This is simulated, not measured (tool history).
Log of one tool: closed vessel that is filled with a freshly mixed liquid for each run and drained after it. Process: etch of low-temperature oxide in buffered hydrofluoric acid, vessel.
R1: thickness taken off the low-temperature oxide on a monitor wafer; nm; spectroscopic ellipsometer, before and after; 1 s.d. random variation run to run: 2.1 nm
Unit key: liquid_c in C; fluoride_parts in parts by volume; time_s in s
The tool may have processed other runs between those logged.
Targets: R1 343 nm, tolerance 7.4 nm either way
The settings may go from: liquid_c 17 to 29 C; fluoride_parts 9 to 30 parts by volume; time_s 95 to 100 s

run 1 hour=0 | liquid_c=21 fluoride_parts=24 time_s=95 | R1=176.85
run 2 hour=4.2 | liquid_c=23.5 fluoride_parts=21.5 time_s=95 | R1=218.88
run 3 hour=9.6 | liquid_c=20.5 fluoride_parts=21.5 time_s=95 | R1=185.17
run 4 hour=10.6 | liquid_c=23.5 fluoride_parts=19.5 time_s=95 | R1=234.68
run 5 hour=16.5 | liquid_c=27 fluoride_parts=19.5 time_s=95 | R1=283.17
run 6 hour=21.7 | liquid_c=23.5 fluoride_parts=19.5 time_s=95 | R1=235.78
run 7 hour=24.4 | liquid_c=27.5 fluoride_parts=15.5 time_s=95 | R1=362.87
run 8 hour=32.4 | liquid_c=27 fluoride_parts=15.5 time_s=95 | R1=349.49

Which single option among these 5 for the next run brings every result within its allowed miss of target? Just one does.
run A hour=40.4 | liquid_c=22 fluoride_parts=12 time_s=95 | R1=?
run B hour=40.4 | liquid_c=26.5 fluoride_parts=15.5 time_s=100 | R1=?
run C hour=40.4 | liquid_c=27 fluoride_parts=15 time_s=95 | R1=?
run D hour=40.4 | liquid_c=25.5 fluoride_parts=14.5 time_s=100 | R1=?
run E hour=40.4 | liquid_c=26 fluoride_parts=14 time_s=95 | R1=?

move=A R1=341.82
move=B R1=357.69
move=C R1=360.51
move=D R1=361.88
move=E R1=365.58
A: each result inside its tolerance
B: the biggest miss grows against the last run
C: the biggest miss grows against the last run
D: the biggest miss grows against the last run
E: the biggest miss grows against the last run
Correct choice: A, which meets every target
